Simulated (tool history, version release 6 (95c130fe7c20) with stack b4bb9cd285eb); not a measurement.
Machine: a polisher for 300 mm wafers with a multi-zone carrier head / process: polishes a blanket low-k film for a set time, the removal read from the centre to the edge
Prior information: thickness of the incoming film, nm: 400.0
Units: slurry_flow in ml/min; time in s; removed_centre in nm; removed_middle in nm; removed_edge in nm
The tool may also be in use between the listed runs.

run	day	slurry_flow	centre_zone	middle_zone	edge_zone	slurry_solids	time	removed_centre	removed_middle	removed_edge
1	0.000	245	1.00	1.00	1.00	1.00	58	14.2960	14.9070	14.1370
2	0.371	245	1.00	1.00	1.00	1.00	46	11.3830	11.8070	11.1980
3	0.612	245	1.00	1.00	0.94	1.00	46	11.3910	11.8430	10.8980
4	0.750	245	0.97	1.00	0.91	0.90	45	10.1910	11.0270	10.0460
5	1.121	245	0.96	1.00	0.89	0.80	44	9.2117	9.9933	8.9589
6	1.212	240	0.94	1.00	0.87	0.75	44	8.7039	9.8000	8.6936
7	1.400	235	0.93	1.00	0.86	0.70	44	8.1674	9.2948	8.1378
8	1.662	220	0.92	1.00	0.85	0.70	44	8.1566	9.4147	8.2954
9	1.842	240	0.90	1.00	0.82	0.50	44	6.3722	7.2573	6.5415
10	1.967	225	0.92	1.03	0.86	0.50	44	6.4511	7.5176	6.4804
11	2.242	295	0.95	1.06	0.96	0.70	44	8.5379	9.9766	8.6546

Run 12 is up next; what results do you expect?
12	2.558	270	0.95	1.06	0.95	0.70	44	?	?	?

Logged for run 12: removed_centre 8.4172 nm, removed_middle 9.7081 nm, removed_edge 8.7621 nm.

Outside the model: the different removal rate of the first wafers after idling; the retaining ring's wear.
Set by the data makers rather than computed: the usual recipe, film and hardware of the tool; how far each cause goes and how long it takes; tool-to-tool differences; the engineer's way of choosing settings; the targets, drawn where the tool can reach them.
